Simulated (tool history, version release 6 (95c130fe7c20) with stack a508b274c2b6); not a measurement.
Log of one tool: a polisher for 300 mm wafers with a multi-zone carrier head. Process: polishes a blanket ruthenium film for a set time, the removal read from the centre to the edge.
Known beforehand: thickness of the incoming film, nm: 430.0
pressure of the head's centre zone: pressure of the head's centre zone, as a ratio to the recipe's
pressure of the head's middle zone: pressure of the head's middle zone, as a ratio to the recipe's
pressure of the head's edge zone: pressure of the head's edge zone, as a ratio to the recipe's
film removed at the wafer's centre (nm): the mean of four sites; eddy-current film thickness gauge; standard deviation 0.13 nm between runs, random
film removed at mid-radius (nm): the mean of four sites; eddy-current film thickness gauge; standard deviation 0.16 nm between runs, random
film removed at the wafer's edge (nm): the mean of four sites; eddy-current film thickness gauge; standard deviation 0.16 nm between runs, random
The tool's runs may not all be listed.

run,day,flow of slurry (ml/min),pressure of the head's centre zone,pressure of the head's middle zone,pressure of the head's edge zone,polishing time (s),film removed at the wafer's centre (nm),film removed at mid-radius (nm),film removed at the wafer's edge (nm)
1,0.000,195,1.00,1.00,1.00,44,32.425,32.368,32.541
2,0.096,160,1.00,1.00,1.00,44,31.108,31.570,31.241
3,0.383,160,1.08,1.00,1.00,44,33.503,31.313,31.916
4,0.475,160,1.07,0.99,0.98,42,31.673,29.852,29.691
5,0.746,160,1.06,0.97,0.97,41,30.773,28.460,29.193
6,0.879,160,1.05,0.96,0.95,39,29.155,26.887,27.462
7,1.142,160,1.05,0.96,0.95,39,28.807,26.513,27.351
8,1.371,160,1.05,0.96,0.94,38,28.223,25.964,26.427
9,1.571,160,1.04,0.96,0.93,37,27.089,25.186,25.868
10,1.592,175,1.04,0.96,0.83,25,18.523,17.618,16.710
11,1.696,180,1.04,0.96,0.85,25,18.884,17.572,16.951
12,1.883,180,1.04,0.97,0.87,25,18.731,17.610,17.030
13,2.212,180,1.04,0.98,0.89,25,18.886,17.996,17.507

Estimate the outcome of run 14 from the log above:
14,2.242,235,1.07,0.99,0.98,25,?,?,?

{"run 14": {"film removed at the wafer's centre (nm)": 20.114, "film removed at mid-radius (nm)": 18.815, "film removed at the wafer's edge (nm)": 18.478}}
